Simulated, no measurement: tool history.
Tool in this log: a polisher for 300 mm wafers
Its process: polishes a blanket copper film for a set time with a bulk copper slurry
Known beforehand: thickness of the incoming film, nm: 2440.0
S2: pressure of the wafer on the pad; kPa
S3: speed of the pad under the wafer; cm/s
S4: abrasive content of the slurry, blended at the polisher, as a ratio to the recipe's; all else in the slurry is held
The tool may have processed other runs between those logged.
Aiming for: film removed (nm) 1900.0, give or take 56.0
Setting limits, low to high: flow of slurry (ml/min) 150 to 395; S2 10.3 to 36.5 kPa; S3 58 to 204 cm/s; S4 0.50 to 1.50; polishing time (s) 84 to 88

{"run": 1, "hour": 0.0, "flow of slurry (ml/min)": 250, "S2": 23.4, "S3": 130, "S4": 1.0, "polishing time (s)": 84, "film removed (nm)": 1151.6}
{"run": 2, "hour": 3.4, "flow of slurry (ml/min)": 255, "S2": 26.9, "S3": 130, "S4": 1.0, "polishing time (s)": 84, "film removed (nm)": 1322.5}
{"run": 3, "hour": 5.0, "flow of slurry (ml/min)": 255, "S2": 26.9, "S3": 130, "S4": 1.0, "polishing time (s)": 88, "film removed (nm)": 1376.1}
{"run": 4, "hour": 10.0, "flow of slurry (ml/min)": 255, "S2": 26.9, "S3": 130, "S4": 1.0, "polishing time (s)": 84, "film removed (nm)": 1332.1}
{"run": 5, "hour": 18.1, "flow of slurry (ml/min)": 260, "S2": 29.6, "S3": 130, "S4": 1.0, "polishing time (s)": 84, "film removed (nm)": 1451.5}
{"run": 6, "hour": 26.8, "flow of slurry (ml/min)": 260, "S2": 31.7, "S3": 130, "S4": 1.0, "polishing time (s)": 84, "film removed (nm)": 1534.1}
{"run": 7, "hour": 28.2, "flow of slurry (ml/min)": 265, "S2": 33.1, "S3": 132, "S4": 1.0, "polishing time (s)": 84, "film removed (nm)": 1644.4}
{"run": 8, "hour": 29.8, "flow of slurry (ml/min)": 265, "S2": 34.5, "S3": 134, "S4": 1.0, "polishing time (s)": 84, "film removed (nm)": 1756.4}
{"run": 9, "hour": 30.6, "flow of slurry (ml/min)": 265, "S2": 35.2, "S3": 134, "S4": 1.0, "polishing time (s)": 84, "film removed (nm)": 1767.1}
{"run": 10, "hour": 39.0, "flow of slurry (ml/min)": 270, "S2": 35.9, "S3": 136, "S4": 1.0, "polishing time (s)": 84, "film removed (nm)": 1814.0}

Which single option among these 5 for the next run brings every result within its allowed miss of target? Just one does.
{"run": "A", "hour": 47.4, "flow of slurry (ml/min)": 240, "S2": 36.5, "S3": 120, "S4": 1.15, "polishing time (s)": 88, "film removed (nm)": "?"}
{"run": "B", "hour": 47.4, "flow of slurry (ml/min)": 340, "S2": 34.5, "S3": 148, "S4": 1.05, "polishing time (s)": 84, "film removed (nm)": "?"}
{"run": "C", "hour": 47.4, "flow of slurry (ml/min)": 275, "S2": 35.2, "S3": 130, "S4": 0.9, "polishing time (s)": 86, "film removed (nm)": "?"}
{"run": "D", "hour": 47.4, "flow of slurry (ml/min)": 295, "S2": 36.5, "S3": 144, "S4": 1.1, "polishing time (s)": 86, "film removed (nm)": "?"}
{"run": "E", "hour": 47.4, "flow of slurry (ml/min)": 320, "S2": 36.5, "S3": 126, "S4": 0.75, "polishing time (s)": 87, "film removed (nm)": "?"}

move=A film_removed_(nm)=1784.3
move=B film_removed_(nm)=1923.9
move=C film_removed_(nm)=1744.4
move=D film_removed_(nm)=2030.5
move=E film_removed_(nm)=1771.9
A: misses by more than the last run did
B: every result within its allowed miss
C: misses by more than the last run did
D: pushes the last run's worst result past its target
E: misses by more than the last run did
Answer: B
